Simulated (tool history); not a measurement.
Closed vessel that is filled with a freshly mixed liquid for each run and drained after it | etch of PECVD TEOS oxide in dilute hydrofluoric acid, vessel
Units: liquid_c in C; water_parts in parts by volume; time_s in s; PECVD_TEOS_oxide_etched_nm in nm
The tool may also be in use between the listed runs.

run 1 hour=0.0 | liquid_c=22.0 water_parts=170 time_s=50 | PECVD_TEOS_oxide_etched_nm=4.0302
run 2 hour=3.3 | liquid_c=22.0 water_parts=170 time_s=50 | PECVD_TEOS_oxide_etched_nm=4.0296
run 3 hour=7.8 | liquid_c=22.0 water_parts=170 time_s=30 | PECVD_TEOS_oxide_etched_nm=2.4295
run 4 hour=13.8 | liquid_c=23.5 water_parts=150 time_s=30 | PECVD_TEOS_oxide_etched_nm=2.9745
run 5 hour=18.1 | liquid_c=21.5 water_parts=150 time_s=30 | PECVD_TEOS_oxide_etched_nm=2.7624
run 6 hour=21.1 | liquid_c=21.5 water_parts=150 time_s=30 | PECVD_TEOS_oxide_etched_nm=2.7431
run 7 hour=23.5 | liquid_c=23.5 water_parts=125 time_s=35 | PECVD_TEOS_oxide_etched_nm=4.2938
run 8 hour=32.8 | liquid_c=25.0 water_parts=125 time_s=35 | PECVD_TEOS_oxide_etched_nm=4.5504
run 9 hour=40.4 | liquid_c=26.0 water_parts=125 time_s=35 | PECVD_TEOS_oxide_etched_nm=4.6970
run 10 hour=44.9 | liquid_c=30.0 water_parts=95 time_s=35 | PECVD_TEOS_oxide_etched_nm=7.4762
run 11 hour=52.9 | liquid_c=29.5 water_parts=95 time_s=35 | PECVD_TEOS_oxide_etched_nm=7.3505
run 12 hour=58.5 | liquid_c=29.0 water_parts=95 time_s=35 | PECVD_TEOS_oxide_etched_nm=7.2056
run 13 hour=64.3 | liquid_c=28.5 water_parts=95 time_s=35 | PECVD_TEOS_oxide_etched_nm=7.1441
run 14 hour=72.4 | liquid_c=28.0 water_parts=95 time_s=35 | PECVD_TEOS_oxide_etched_nm=6.9834

The next listed run, before its measurement:
run 15 hour=78.0 | liquid_c=27.5 water_parts=95 time_s=35 | PECVD_TEOS_oxide_etched_nm=?

Run 15 gave PECVD_TEOS_oxide_etched_nm 6.8087 nm.

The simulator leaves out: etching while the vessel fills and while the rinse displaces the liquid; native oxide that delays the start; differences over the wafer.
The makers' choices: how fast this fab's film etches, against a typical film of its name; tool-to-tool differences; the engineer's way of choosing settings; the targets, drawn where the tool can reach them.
